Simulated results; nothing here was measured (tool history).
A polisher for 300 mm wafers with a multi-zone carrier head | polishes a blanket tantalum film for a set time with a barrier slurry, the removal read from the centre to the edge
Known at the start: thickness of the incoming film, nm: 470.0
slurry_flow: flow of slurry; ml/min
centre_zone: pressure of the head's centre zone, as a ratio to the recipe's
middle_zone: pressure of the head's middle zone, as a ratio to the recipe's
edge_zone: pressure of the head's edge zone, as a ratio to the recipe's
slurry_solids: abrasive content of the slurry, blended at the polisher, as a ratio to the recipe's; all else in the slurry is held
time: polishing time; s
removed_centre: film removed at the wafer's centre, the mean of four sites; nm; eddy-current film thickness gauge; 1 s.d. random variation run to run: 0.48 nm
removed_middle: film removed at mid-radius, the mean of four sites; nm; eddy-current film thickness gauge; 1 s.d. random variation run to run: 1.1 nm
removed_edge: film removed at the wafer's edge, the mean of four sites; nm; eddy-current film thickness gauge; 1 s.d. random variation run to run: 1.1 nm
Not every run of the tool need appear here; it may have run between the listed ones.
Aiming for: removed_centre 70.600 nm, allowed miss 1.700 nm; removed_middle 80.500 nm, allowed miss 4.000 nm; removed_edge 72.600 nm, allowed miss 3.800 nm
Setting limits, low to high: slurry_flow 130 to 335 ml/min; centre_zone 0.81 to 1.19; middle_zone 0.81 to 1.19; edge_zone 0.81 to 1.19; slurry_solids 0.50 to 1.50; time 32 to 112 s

Run 1, hour 0.0: slurry_flow 215 ml/min, centre_zone 1.00, middle_zone 1.00, edge_zone 1.00, slurry_solids 1.00, time 72 s. Result: removed_centre 98.416 nm, removed_middle 100.090 nm, removed_edge 91.207 nm.
Run 2, hour 2.8: slurry_flow 215 ml/min, centre_zone 1.00, middle_zone 0.93, edge_zone 1.00, slurry_solids 1.00, time 72 s. Result: removed_centre 98.914 nm, removed_middle 93.351 nm, removed_edge 94.596 nm.
Run 3, hour 7.0: slurry_flow 215 ml/min, centre_zone 0.94, middle_zone 0.93, edge_zone 1.00, slurry_solids 1.00, time 72 s. Result: removed_centre 92.577 nm, removed_middle 93.898 nm, removed_edge 93.769 nm.
Run 4, hour 12.7: slurry_flow 210 ml/min, centre_zone 0.93, middle_zone 0.93, edge_zone 0.98, slurry_solids 0.95, time 72 s. Result: removed_centre 90.253 nm, removed_middle 92.789 nm, removed_edge 88.774 nm.
Run 5, hour 15.4: slurry_flow 205 ml/min, centre_zone 0.92, middle_zone 0.93, edge_zone 0.98, slurry_solids 0.90, time 72 s. Result: removed_centre 87.609 nm, removed_middle 89.737 nm, removed_edge 90.135 nm.
At hour 18.2: edge zone pressure recalibrated.
Run 6, hour 18.2: slurry_flow 205 ml/min, centre_zone 0.91, middle_zone 0.94, edge_zone 0.96, slurry_solids 0.85, time 72 s. Result: removed_centre 87.450 nm, removed_middle 90.088 nm, removed_edge 92.494 nm.
Run 7, hour 25.2: slurry_flow 205 ml/min, centre_zone 0.91, middle_zone 0.94, edge_zone 0.96, slurry_solids 0.85, time 72 s. Result: removed_centre 87.120 nm, removed_middle 89.574 nm, removed_edge 90.613 nm.
Run 8, hour 26.6: slurry_flow 205 ml/min, centre_zone 0.91, middle_zone 0.96, edge_zone 0.95, slurry_solids 0.85, time 70 s. Result: removed_centre 83.400 nm, removed_middle 87.540 nm, removed_edge 85.760 nm.

Which one of the following 5 next-run settings gets every result inside its allowed miss? There is exactly one.
Run A, hour 28.0: slurry_flow 200 ml/min, centre_zone 0.98, middle_zone 1.03, edge_zone 0.87, slurry_solids 0.95, time 54 s. Result: removed_centre ?, removed_middle ?, removed_edge ?.
Run B, hour 28.0: slurry_flow 255 ml/min, centre_zone 1.01, middle_zone 1.19, edge_zone 0.81, slurry_solids 0.90, time 52 s. Result: removed_centre ?, removed_middle ?, removed_edge ?.
Run C, hour 28.0: slurry_flow 220 ml/min, centre_zone 0.97, middle_zone 1.03, edge_zone 0.93, slurry_solids 1.05, time 56 s. Result: removed_centre ?, removed_middle ?, removed_edge ?.
Run D, hour 28.0: slurry_flow 265 ml/min, centre_zone 0.99, middle_zone 0.93, edge_zone 0.94, slurry_solids 1.25, time 59 s. Result: removed_centre ?, removed_middle ?, removed_edge ?.
Run E, hour 28.0: slurry_flow 195 ml/min, centre_zone 0.91, middle_zone 1.05, edge_zone 0.94, slurry_solids 1.00, time 58 s. Result: removed_centre ?, removed_middle ?, removed_edge ?.

move  removed_centre  removed_middle  removed_edge
   A          70.773          70.751        66.057
   B          72.349          77.428        62.839
   C          75.145          75.778        72.329
   D          85.529          78.585        80.436
   E          70.864          77.425        73.532
A: corrects the largest miss of the last run, while another result sits out of spec
B: closes in on the targets versus the last run, not all within tolerance yet
C: closes in on the targets versus the last run, not all within tolerance yet
D: the biggest miss grows against the last run
E: all results in spec
Answer: E
